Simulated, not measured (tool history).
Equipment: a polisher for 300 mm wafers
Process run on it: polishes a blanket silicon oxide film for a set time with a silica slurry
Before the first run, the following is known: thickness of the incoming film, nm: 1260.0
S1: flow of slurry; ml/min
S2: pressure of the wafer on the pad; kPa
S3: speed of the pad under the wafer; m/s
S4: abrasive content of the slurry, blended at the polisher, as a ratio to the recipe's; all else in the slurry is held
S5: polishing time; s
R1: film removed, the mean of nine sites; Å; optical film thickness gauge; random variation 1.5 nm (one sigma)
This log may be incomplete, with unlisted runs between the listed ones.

run	hour	S1	S2	S3	S4	S5	R1
1	0.0	180	25.5	1.38	1.0	121	3573.1
2	4.0	180	25.5	1.38	0.9	121	3376.3
3	9.0	175	22.8	1.38	0.9	121	3065.2
4	12.4	175	22.8	1.66	0.9	121	3418.3
5	18.7	215	22.8	1.66	0.9	121	3532.3
6	20.8	210	20.0	1.62	0.9	121	3107.6

Predict the results of run 7:
7	26.8	205	17.9	1.60	0.9	121	?

{"run 7": {"R1": 2922.4}}

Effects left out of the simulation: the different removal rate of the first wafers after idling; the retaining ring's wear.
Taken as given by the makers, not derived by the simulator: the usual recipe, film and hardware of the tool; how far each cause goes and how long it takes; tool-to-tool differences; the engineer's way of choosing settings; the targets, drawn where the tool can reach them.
